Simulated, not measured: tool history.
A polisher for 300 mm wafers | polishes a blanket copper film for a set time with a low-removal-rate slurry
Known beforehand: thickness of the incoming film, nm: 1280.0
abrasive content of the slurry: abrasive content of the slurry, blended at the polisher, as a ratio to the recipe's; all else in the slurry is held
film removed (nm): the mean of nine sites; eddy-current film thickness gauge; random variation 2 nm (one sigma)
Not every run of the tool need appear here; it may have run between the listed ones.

run,hour,flow of slurry (ml/min),pressure of the wafer on the pad (psi),speed of the pad under the wafer (m/s),abrasive content of the slurry,polishing time (s),film removed (nm)
1,0,190,1.9,1.12,1,121,251.54
2,7.4,150,1.9,1.12,1,121,237.63
3,13.9,130,1.9,1.12,1,121,236.49
4,19.3,130,2.2,1.12,1,121,266.74
5,27.2,130,2.2,0.92,1,121,218.94
6,30.5,115,2.2,0.92,1,121,217.62
7,35,115,2.1,0.92,1,121,206.47

For run 8, what comes out?
8,35.8,115,2,0.92,1,121,?

{"run 8": {"film removed (nm)": 200.13}}

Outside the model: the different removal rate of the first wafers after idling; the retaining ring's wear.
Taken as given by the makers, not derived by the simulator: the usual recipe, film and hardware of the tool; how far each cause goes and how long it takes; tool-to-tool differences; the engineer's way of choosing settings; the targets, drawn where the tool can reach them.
